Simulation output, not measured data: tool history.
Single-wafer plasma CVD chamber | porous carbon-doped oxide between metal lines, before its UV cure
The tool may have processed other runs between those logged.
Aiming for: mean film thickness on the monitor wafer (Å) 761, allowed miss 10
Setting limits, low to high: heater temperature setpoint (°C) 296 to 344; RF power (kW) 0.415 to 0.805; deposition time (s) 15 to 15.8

run  hour  heater temperature setpoint (°C)  RF power (kW)  deposition time (s)  mean film thickness on the monitor wafer (Å)
  1     0                               320           0.61                 15.8                                        926.14
  2   3.9                               320           0.61                 15.8                                        933.44
  3     8                               320           0.64                 15.8                                        957.22
  4  11.3                               320           0.73                 15.8                                        1030.2
  5  14.2                               320           0.73                   15                                        982.26
  6  19.4                               324            0.7                   15                                        937.53
  7    20                               336            0.6                   15                                         806.3
  8    22                               337          0.595                   15                                        796.31
  9  23.7                               338          0.595                   15                                        789.06
 10  29.1                               339          0.595                   15                                        785.44
 11  37.5                               340          0.595                   15                                        781.76

Pick the move, out of 4, that brings all results within their allowed miss; only one does.
  A  45.9                               342           0.62                 15.4                                             ?
  B  45.9                               335          0.575                 15.8                                             ?
  C  45.9                               341          0.615                 15.2                                             ?
  D  45.9                               344          0.575                 15.2                                             ?

move  mean film thickness on the monitor wafer (Å)
   A                                        815.46
   B                                        829.77
   C                                        805.55
   D                                        764.17
A: moves away from the targets compared with the last run
B: moves away from the targets compared with the last run
C: moves away from the targets compared with the last run
D: each result inside its tolerance
Go with D: it meets all targets.

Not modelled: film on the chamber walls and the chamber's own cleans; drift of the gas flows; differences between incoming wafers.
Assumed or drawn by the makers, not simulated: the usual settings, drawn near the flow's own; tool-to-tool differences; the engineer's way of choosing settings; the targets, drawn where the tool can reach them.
